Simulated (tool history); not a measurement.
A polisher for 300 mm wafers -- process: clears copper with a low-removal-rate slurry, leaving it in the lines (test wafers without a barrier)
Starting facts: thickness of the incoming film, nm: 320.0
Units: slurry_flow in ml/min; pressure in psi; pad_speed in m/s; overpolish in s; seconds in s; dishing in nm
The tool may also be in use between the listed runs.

run,day,slurry_flow,pressure,pad_speed,slurry_solids,overpolish,seconds,dishing
1,0.000,150,2.2,1.04,1.00,19,128.63,20.321
2,0.362,150,2.2,1.04,0.90,19,133.42,19.497
3,0.654,150,2.5,1.04,0.90,19,121.89,20.611
4,0.804,150,2.5,1.04,1.05,19,121.81,21.444
5,1.054,150,2.5,0.90,1.05,19,136.81,19.594
6,1.221,150,2.3,0.90,1.05,19,147.60,18.332
7,1.558,170,2.4,0.90,0.95,16,145.68,18.200
8,1.733,130,2.4,1.06,1.20,7,120.27,10.896
9,1.946,135,2.4,1.06,1.20,7,120.12,11.901

Run 10, settings as shown, results not yet in. Your forecast:
10,2.208,140,2.4,1.06,1.20,7,?,?

Run 10 came out at seconds 118.26 s, dishing 11.103 nm.
